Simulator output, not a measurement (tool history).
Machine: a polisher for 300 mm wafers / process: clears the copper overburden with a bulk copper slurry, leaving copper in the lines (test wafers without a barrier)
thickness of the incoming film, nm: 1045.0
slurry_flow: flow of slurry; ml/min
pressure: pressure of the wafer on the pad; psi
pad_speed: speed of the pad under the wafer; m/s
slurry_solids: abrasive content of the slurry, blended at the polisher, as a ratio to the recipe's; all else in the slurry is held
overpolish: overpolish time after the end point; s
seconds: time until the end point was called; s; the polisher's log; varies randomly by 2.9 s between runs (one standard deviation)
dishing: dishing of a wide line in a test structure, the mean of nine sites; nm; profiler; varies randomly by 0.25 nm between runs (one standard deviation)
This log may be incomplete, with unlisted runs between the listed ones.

{"run": 1, "hour": 0.0, "slurry_flow": 290, "pressure": 2.2, "pad_speed": 1.02, "slurry_solids": 1.0, "overpolish": 28, "seconds": 158.43, "dishing": 21.203}
{"run": 2, "hour": 2.0, "slurry_flow": 315, "pressure": 2.2, "pad_speed": 1.02, "slurry_solids": 1.0, "overpolish": 28, "seconds": 159.81, "dishing": 20.686}
{"run": 3, "hour": 9.3, "slurry_flow": 315, "pressure": 2.2, "pad_speed": 1.2, "slurry_solids": 1.0, "overpolish": 28, "seconds": 134.04, "dishing": 20.956}
{"run": 4, "hour": 17.1, "slurry_flow": 315, "pressure": 2.2, "pad_speed": 1.2, "slurry_solids": 1.0, "overpolish": 18, "seconds": 134.67, "dishing": 20.084}
{"run": 5, "hour": 17.9, "slurry_flow": 315, "pressure": 1.8, "pad_speed": 1.2, "slurry_solids": 1.0, "overpolish": 18, "seconds": 155.32, "dishing": 20.75}
{"run": 6, "hour": 20.1, "slurry_flow": 270, "pressure": 1.8, "pad_speed": 1.2, "slurry_solids": 1.0, "overpolish": 18, "seconds": 153.31, "dishing": 20.376}
{"run": 7, "hour": 28.3, "slurry_flow": 250, "pressure": 1.8, "pad_speed": 1.16, "slurry_solids": 0.95, "overpolish": 16, "seconds": 161.94, "dishing": 19.858}
{"run": 8, "hour": 29.5, "slurry_flow": 250, "pressure": 1.8, "pad_speed": 1.16, "slurry_solids": 0.95, "overpolish": 16, "seconds": 162.33, "dishing": 19.69}
{"run": 9, "hour": 37.0, "slurry_flow": 235, "pressure": 1.8, "pad_speed": 1.12, "slurry_solids": 0.85, "overpolish": 14, "seconds": 172.81, "dishing": 19.592}

Run 10, settings as shown, results not yet in. Your forecast:
{"run": 10, "hour": 45.0, "slurry_flow": 175, "pressure": 1.2, "pad_speed": 1.4, "slurry_solids": 0.6, "overpolish": 8, "seconds": "?", "dishing": "?"}

seconds: 195.43 s
dishing: 15.471 nm
